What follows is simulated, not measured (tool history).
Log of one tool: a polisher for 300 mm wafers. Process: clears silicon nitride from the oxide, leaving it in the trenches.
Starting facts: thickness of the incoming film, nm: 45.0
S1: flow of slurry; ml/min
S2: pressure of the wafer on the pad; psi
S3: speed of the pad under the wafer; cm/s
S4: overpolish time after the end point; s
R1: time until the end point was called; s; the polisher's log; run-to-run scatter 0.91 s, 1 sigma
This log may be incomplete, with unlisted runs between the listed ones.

{"run": 1, "hour": 0.0, "S1": 310, "S2": 2.3, "S3": 80, "S4": 4, "R1": 68.383}
{"run": 2, "hour": 3.4, "S1": 310, "S2": 2.2, "S3": 80, "S4": 4, "R1": 71.61}
{"run": 3, "hour": 8.8, "S1": 240, "S2": 2.2, "S3": 80, "S4": 4, "R1": 72.991}
{"run": 4, "hour": 13.1, "S1": 240, "S2": 2.2, "S3": 70, "S4": 4, "R1": 83.083}
{"run": 5, "hour": 22.0, "S1": 240, "S2": 2.1, "S3": 70, "S4": 4, "R1": 85.374}
{"run": 6, "hour": 26.4, "S1": 240, "S2": 2.6, "S3": 70, "S4": 4, "R1": 72.119}
{"run": 7, "hour": 29.4, "S1": 240, "S2": 2.4, "S3": 70, "S4": 4, "R1": 77.253}

The next listed run, before its measurement:
{"run": 8, "hour": 31.7, "S1": 240, "S2": 1.8, "S3": 68, "S4": 4, "R1": "?"}

R1: 96.242 s
